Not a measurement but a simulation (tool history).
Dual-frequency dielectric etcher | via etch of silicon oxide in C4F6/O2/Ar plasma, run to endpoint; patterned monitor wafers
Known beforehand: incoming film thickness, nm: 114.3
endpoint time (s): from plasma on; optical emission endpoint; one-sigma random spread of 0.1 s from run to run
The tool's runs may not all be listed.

run 1 hour=0 | bias_power_(W)=494 source_power_(W)=430 Ar_flow_(sccm)=223 | endpoint_time_(s)=22.748
run 2 hour=7.3 | bias_power_(W)=529 source_power_(W)=430 Ar_flow_(sccm)=223 | endpoint_time_(s)=22.294
run 3 hour=9.2 | bias_power_(W)=497 source_power_(W)=420 Ar_flow_(sccm)=223 | endpoint_time_(s)=22.827
run 4 hour=11.1 | bias_power_(W)=450 source_power_(W)=420 Ar_flow_(sccm)=223 | endpoint_time_(s)=24.003
run 5 hour=17.7 | bias_power_(W)=503 source_power_(W)=420 Ar_flow_(sccm)=223 | endpoint_time_(s)=22.905
run 6 hour=25.2 | bias_power_(W)=478 source_power_(W)=420 Ar_flow_(sccm)=223 | endpoint_time_(s)=23.393
run 7 hour=28.1 | bias_power_(W)=458 source_power_(W)=420 Ar_flow_(sccm)=223 | endpoint_time_(s)=23.778
run 8 hour=34.6 | bias_power_(W)=441 source_power_(W)=420 Ar_flow_(sccm)=223 | endpoint_time_(s)=24.15
run 9 hour=41.6 | bias_power_(W)=427 source_power_(W)=420 Ar_flow_(sccm)=223 | endpoint_time_(s)=24.384
run 10 hour=43 | bias_power_(W)=414 source_power_(W)=420 Ar_flow_(sccm)=223 | endpoint_time_(s)=24.786
run 11 hour=51.7 | bias_power_(W)=405 source_power_(W)=420 Ar_flow_(sccm)=223 | endpoint_time_(s)=25.216
run 12 hour=59.4 | bias_power_(W)=399 source_power_(W)=420 Ar_flow_(sccm)=223 | endpoint_time_(s)=25.316
run 13 hour=61.3 | bias_power_(W)=393 source_power_(W)=420 Ar_flow_(sccm)=223 | endpoint_time_(s)=25.438

What does the tool deliver on the next run?
run 14 hour=62.2 | bias_power_(W)=388 source_power_(W)=420 Ar_flow_(sccm)=223 | endpoint_time_(s)=?

{"run 14": {"endpoint time (s)": 25.654}}

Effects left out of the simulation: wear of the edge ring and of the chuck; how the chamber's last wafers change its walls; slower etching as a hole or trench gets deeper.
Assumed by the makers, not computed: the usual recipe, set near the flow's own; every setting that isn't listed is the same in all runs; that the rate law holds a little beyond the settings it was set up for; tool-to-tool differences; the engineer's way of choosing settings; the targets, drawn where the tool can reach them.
